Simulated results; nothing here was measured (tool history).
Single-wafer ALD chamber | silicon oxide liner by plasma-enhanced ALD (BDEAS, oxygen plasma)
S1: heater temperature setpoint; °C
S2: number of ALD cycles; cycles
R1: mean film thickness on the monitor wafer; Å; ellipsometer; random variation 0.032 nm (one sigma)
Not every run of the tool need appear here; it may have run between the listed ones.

{"run": 1, "hour": 0.0, "S1": 320, "S2": 66, "R1": 61.102}
{"run": 2, "hour": 7.1, "S1": 313, "S2": 66, "R1": 62.131}
{"run": 3, "hour": 10.6, "S1": 305, "S2": 66, "R1": 63.088}
{"run": 4, "hour": 19.0, "S1": 305, "S2": 67, "R1": 63.887}
{"run": 5, "hour": 21.9, "S1": 305, "S2": 68, "R1": 65.206}
{"run": 6, "hour": 22.8, "S1": 305, "S2": 69, "R1": 66.257}
{"run": 7, "hour": 29.0, "S1": 305, "S2": 70, "R1": 66.398}
{"run": 8, "hour": 30.8, "S1": 305, "S2": 71, "R1": 67.263}

What will run 9 give?
{"run": 9, "hour": 36.7, "S1": 305, "S2": 72, "R1": "?"}

Run 9 gave R1 68.847 Å.
